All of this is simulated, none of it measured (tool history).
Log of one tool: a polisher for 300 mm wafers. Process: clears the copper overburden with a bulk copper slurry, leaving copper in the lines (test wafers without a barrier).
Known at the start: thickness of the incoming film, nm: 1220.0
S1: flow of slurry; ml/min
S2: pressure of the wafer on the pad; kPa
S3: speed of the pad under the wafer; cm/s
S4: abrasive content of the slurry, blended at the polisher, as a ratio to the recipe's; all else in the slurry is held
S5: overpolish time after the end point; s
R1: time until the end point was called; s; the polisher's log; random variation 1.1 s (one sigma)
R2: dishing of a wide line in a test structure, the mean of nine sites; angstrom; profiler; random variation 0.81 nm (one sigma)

run  hour   S1    S2   S3   S4  S5      R1      R2
  1   0.0  135  22.1  140  1.0  12  79.630  783.82
  2   3.4  135  24.1  140  1.0  12  73.420  823.52
  3   6.1  130  22.8  140  1.0  12  77.645  807.04
  4   9.4  160  22.8  140  1.0  12  75.571  816.50
  5  14.5  160  21.4  140  1.0  12  79.739  806.24
  6  16.4  160  21.4  124  1.0  12  89.158  751.44
  7  22.7  160  20.7  124  1.0  12  92.364  748.52
  8  27.0  160  20.0  124  1.0  12  94.213  737.33

Run 9 comes next. What will it give?
  9  30.7  160  19.3  124  1.0  12   ?   ?

R1: 97.420 s
R2: 720.95 angstrom
